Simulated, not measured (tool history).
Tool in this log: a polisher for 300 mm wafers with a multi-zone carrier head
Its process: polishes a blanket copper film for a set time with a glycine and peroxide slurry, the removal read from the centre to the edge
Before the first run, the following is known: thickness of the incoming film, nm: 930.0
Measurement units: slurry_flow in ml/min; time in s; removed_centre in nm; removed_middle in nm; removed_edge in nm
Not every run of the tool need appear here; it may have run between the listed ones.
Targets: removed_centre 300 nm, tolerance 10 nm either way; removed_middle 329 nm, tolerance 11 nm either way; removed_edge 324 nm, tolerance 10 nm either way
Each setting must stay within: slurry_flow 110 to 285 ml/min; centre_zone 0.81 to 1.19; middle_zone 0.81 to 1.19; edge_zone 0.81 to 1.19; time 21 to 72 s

{"run": 1, "hour": 0.0, "slurry_flow": 180, "centre_zone": 1, "middle_zone": 1, "edge_zone": 1, "time": 46, "removed_centre": 269.81, "removed_middle": 266.51, "removed_edge": 258.92}
{"run": 2, "hour": 6.7, "slurry_flow": 220, "centre_zone": 1, "middle_zone": 1, "edge_zone": 1, "time": 46, "removed_centre": 273.62, "removed_middle": 272.9, "removed_edge": 262.22}
{"run": 3, "hour": 11.0, "slurry_flow": 220, "centre_zone": 0.99, "middle_zone": 1.01, "edge_zone": 1.03, "time": 47, "removed_centre": 276.83, "removed_middle": 283.22, "removed_edge": 273.62}
{"run": 4, "hour": 12.7, "slurry_flow": 220, "centre_zone": 1.05, "middle_zone": 1.01, "edge_zone": 1.03, "time": 47, "removed_centre": 295.51, "removed_middle": 279.33, "removed_edge": 281.42}
{"run": 5, "hour": 19.9, "slurry_flow": 220, "centre_zone": 1.05, "middle_zone": 1.01, "edge_zone": 1.03, "time": 40, "removed_centre": 248.55, "removed_middle": 238.89, "removed_edge": 233.84}
{"run": 6, "hour": 26.9, "slurry_flow": 240, "centre_zone": 1.05, "middle_zone": 1.01, "edge_zone": 1.03, "time": 40, "removed_centre": 249.46, "removed_middle": 236.38, "removed_edge": 233.03}
{"run": 7, "hour": 30.2, "slurry_flow": 240, "centre_zone": 1.04, "middle_zone": 1.03, "edge_zone": 1.06, "time": 42, "removed_centre": 256.99, "removed_middle": 258.03, "removed_edge": 255.17}
{"run": 8, "hour": 36.6, "slurry_flow": 240, "centre_zone": 1.06, "middle_zone": 1.06, "edge_zone": 1.08, "time": 43, "removed_centre": 271.03, "removed_middle": 272.64, "removed_edge": 260.7}
{"run": 9, "hour": 41.3, "slurry_flow": 250, "centre_zone": 0.97, "middle_zone": 1.07, "edge_zone": 1.17, "time": 53, "removed_centre": 308.19, "removed_middle": 335.73, "removed_edge": 341.11}

5 next moves are on the table. One of them brings every result within its allowed miss. Which?
{"run": "A", "hour": 46.0, "slurry_flow": 240, "centre_zone": 1.01, "middle_zone": 1.08, "edge_zone": 1.14, "time": 54, "removed_centre": "?", "removed_middle": "?", "removed_edge": "?"}
{"run": "B", "hour": 46.0, "slurry_flow": 195, "centre_zone": 1, "middle_zone": 0.9, "edge_zone": 1.19, "time": 55, "removed_centre": "?", "removed_middle": "?", "removed_edge": "?"}
{"run": "C", "hour": 46.0, "slurry_flow": 260, "centre_zone": 1.03, "middle_zone": 1.05, "edge_zone": 1.11, "time": 52, "removed_centre": "?", "removed_middle": "?", "removed_edge": "?"}
{"run": "D", "hour": 46.0, "slurry_flow": 205, "centre_zone": 1, "middle_zone": 1.03, "edge_zone": 1.17, "time": 55, "removed_centre": "?", "removed_middle": "?", "removed_edge": "?"}
{"run": "E", "hour": 46.0, "slurry_flow": 225, "centre_zone": 0.94, "middle_zone": 1.05, "edge_zone": 1.11, "time": 53, "removed_centre": "?", "removed_middle": "?", "removed_edge": "?"}

move=A removed_centre=327.21 removed_middle=346.3 removed_edge=337.96
move=B removed_centre=321.24 removed_middle=301.88 removed_edge=346.49
move=C removed_centre=323.62 removed_middle=329.36 removed_edge=323.17
move=D removed_centre=323.68 removed_middle=334.58 removed_edge=344.46
move=E removed_centre=298.8 removed_middle=330.67 removed_edge=325.59
A: the biggest miss grows against the last run
B: the biggest miss grows against the last run
C: brings the result that was furthest off to its target, and leaves another outside
D: the biggest miss grows against the last run
E: meets every target
Go with E: it meets all targets.

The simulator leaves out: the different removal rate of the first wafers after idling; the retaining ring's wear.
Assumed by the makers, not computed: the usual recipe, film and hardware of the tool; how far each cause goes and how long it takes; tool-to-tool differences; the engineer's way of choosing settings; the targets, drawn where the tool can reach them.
